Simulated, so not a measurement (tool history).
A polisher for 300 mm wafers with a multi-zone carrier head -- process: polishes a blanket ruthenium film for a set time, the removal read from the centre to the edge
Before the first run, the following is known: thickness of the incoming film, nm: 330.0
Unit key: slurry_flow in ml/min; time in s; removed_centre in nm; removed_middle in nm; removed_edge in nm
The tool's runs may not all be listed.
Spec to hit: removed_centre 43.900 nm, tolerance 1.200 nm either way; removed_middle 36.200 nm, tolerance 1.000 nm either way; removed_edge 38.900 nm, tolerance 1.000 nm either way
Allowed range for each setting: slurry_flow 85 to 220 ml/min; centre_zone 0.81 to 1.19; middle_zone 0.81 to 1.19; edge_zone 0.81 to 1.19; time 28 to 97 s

Run 1, hour 0.0: slurry_flow 140 ml/min, centre_zone 1.00, middle_zone 1.00, edge_zone 1.00, time 62 s. Result: removed_centre 47.635 nm, removed_middle 47.191 nm, removed_edge 46.320 nm.
Run 2, hour 8.9: slurry_flow 125 ml/min, centre_zone 1.01, middle_zone 0.94, edge_zone 0.95, time 61 s. Result: removed_centre 45.590 nm, removed_middle 42.265 nm, removed_edge 43.023 nm.
Run 3, hour 10.2: slurry_flow 125 ml/min, centre_zone 1.01, middle_zone 0.94, edge_zone 0.95, time 67 s. Result: removed_centre 50.117 nm, removed_middle 47.346 nm, removed_edge 46.738 nm.
Run 4, hour 15.2: slurry_flow 125 ml/min, centre_zone 1.01, middle_zone 0.94, edge_zone 1.02, time 67 s. Result: removed_centre 49.658 nm, removed_middle 46.822 nm, removed_edge 49.656 nm.
Run 5, hour 18.2: slurry_flow 125 ml/min, centre_zone 1.01, middle_zone 0.94, edge_zone 1.02, time 59 s. Result: removed_centre 44.446 nm, removed_middle 41.294 nm, removed_edge 42.943 nm.
Run 6, hour 25.5: slurry_flow 115 ml/min, centre_zone 1.03, middle_zone 0.92, edge_zone 1.00, time 59 s. Result: removed_centre 43.562 nm, removed_middle 40.018 nm, removed_edge 41.755 nm.
Run 7, hour 29.9: slurry_flow 110 ml/min, centre_zone 1.05, middle_zone 0.89, edge_zone 0.99, time 59 s. Result: removed_centre 44.669 nm, removed_middle 38.638 nm, removed_edge 41.580 nm.
Run 8, hour 31.6: slurry_flow 105 ml/min, centre_zone 1.06, middle_zone 0.88, edge_zone 0.97, time 59 s. Result: removed_centre 44.274 nm, removed_middle 37.764 nm, removed_edge 40.797 nm.

Pick the move, out of 5, that brings all results within their allowed miss; only one does.
Run A, hour 33.3: slurry_flow 85 ml/min, centre_zone 1.17, middle_zone 0.86, edge_zone 0.96, time 58 s. Result: removed_centre ?, removed_middle ?, removed_edge ?.
Run B, hour 33.3: slurry_flow 90 ml/min, centre_zone 1.12, middle_zone 1.02, edge_zone 0.90, time 58 s. Result: removed_centre ?, removed_middle ?, removed_edge ?.
Run C, hour 33.3: slurry_flow 95 ml/min, centre_zone 1.07, middle_zone 0.96, edge_zone 1.02, time 59 s. Result: removed_centre ?, removed_middle ?, removed_edge ?.
Run D, hour 33.3: slurry_flow 125 ml/min, centre_zone 1.00, middle_zone 0.81, edge_zone 1.08, time 60 s. Result: removed_centre ?, removed_middle ?, removed_edge ?.
Run E, hour 33.3: slurry_flow 115 ml/min, centre_zone 1.12, middle_zone 0.92, edge_zone 1.04, time 54 s. Result: removed_centre ?, removed_middle ?, removed_edge ?.

move  removed_centre  removed_middle  removed_edge
   A          44.209          33.850        37.795
   B          43.394          39.159        37.107
   C          43.061          38.799        40.568
   D          44.727          37.782        44.842
   E          44.064          36.432        38.976
A: takes the result that was furthest off past its target
B: takes the result that was furthest off past its target
C: moves away from the targets compared with the last run
D: moves away from the targets compared with the last run
E: hits every target within its allowed miss
E is the move that brings every result within its allowed miss.
